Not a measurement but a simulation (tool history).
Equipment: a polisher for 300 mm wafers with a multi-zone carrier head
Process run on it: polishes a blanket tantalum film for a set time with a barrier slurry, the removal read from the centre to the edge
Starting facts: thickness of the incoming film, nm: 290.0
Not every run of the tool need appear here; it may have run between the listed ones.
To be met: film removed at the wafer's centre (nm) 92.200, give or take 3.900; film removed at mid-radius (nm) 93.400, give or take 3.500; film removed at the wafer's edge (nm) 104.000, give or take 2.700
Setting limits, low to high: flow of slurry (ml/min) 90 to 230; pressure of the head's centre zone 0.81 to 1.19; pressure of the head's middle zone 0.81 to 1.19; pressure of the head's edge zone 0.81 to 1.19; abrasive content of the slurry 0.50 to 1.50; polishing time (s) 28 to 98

run	hour	flow of slurry (ml/min)	pressure of the head's centre zone	pressure of the head's middle zone	pressure of the head's edge zone	abrasive content of the slurry	polishing time (s)	film removed at the wafer's centre (nm)	film removed at mid-radius (nm)	film removed at the wafer's edge (nm)
1	0.0	150	1.00	1.00	1.00	1.00	63	104.150	102.860	100.880
2	5.5	150	1.05	1.00	1.00	1.00	63	110.560	102.970	101.070
3	8.5	150	1.05	0.93	1.00	1.00	63	110.430	98.902	102.210
4	10.3	150	1.05	0.93	1.00	1.15	63	112.490	101.630	103.310
5	13.8	130	1.05	0.93	1.00	1.15	63	110.630	97.719	102.400
6	20.9	130	1.05	0.93	1.00	1.15	49	83.868	75.932	80.180
7	27.5	145	1.02	0.92	1.06	1.25	50	87.345	80.549	88.307
8	30.5	185	0.95	0.97	1.16	1.40	50	89.136	90.181	96.943
9	39.1	190	0.94	0.96	1.17	1.45	50	90.058	91.222	98.267
10	44.0	190	0.93	0.95	1.18	1.45	51	88.910	90.048	101.270
11	44.9	195	0.93	0.95	1.18	1.45	51	88.833	90.877	99.498
# hour 52.8: worn pad replaced by a new one
12	52.8	190	0.93	0.95	1.18	1.45	52	101.340	106.120	114.040
13	54.3	195	0.93	0.94	1.17	1.40	52	101.950	105.120	113.430
14	55.9	155	0.92	0.90	1.12	1.35	52	96.649	95.136	106.760
15	64.9	150	0.92	0.91	1.13	1.35	52	94.922	96.222	107.730
16	71.1	145	0.93	0.92	1.13	1.35	52	96.800	95.740	106.650

Pick the move, out of 5, that brings all results within their allowed miss; only one does.
A	77.3	125	0.92	1.00	1.11	1.30	53	?	?	?
B	77.3	150	0.98	0.86	1.10	1.25	54	?	?	?
C	77.3	160	0.87	0.92	1.12	1.35	53	?	?	?
D	77.3	220	0.91	0.93	1.17	1.35	47	?	?	?
E	77.3	170	0.88	0.83	1.19	1.25	53	?	?	?

move	film removed at the wafer's centre (nm)	film removed at mid-radius (nm)	film removed at the wafer's edge (nm)
A	93.092	100.050	104.810
B	104.500	92.526	108.430
C	93.903	98.994	110.200
D	92.084	93.035	103.620
E	94.373	90.261	112.700
A: the worst result of the last run now meets its target, but another is out of spec
B: misses by more than the last run did
C: the worst result of the last run now meets its target, but another is out of spec
D: hits every target within its allowed miss
E: the worst result of the last run now meets its target, but another is out of spec
The move that meets every target is D.

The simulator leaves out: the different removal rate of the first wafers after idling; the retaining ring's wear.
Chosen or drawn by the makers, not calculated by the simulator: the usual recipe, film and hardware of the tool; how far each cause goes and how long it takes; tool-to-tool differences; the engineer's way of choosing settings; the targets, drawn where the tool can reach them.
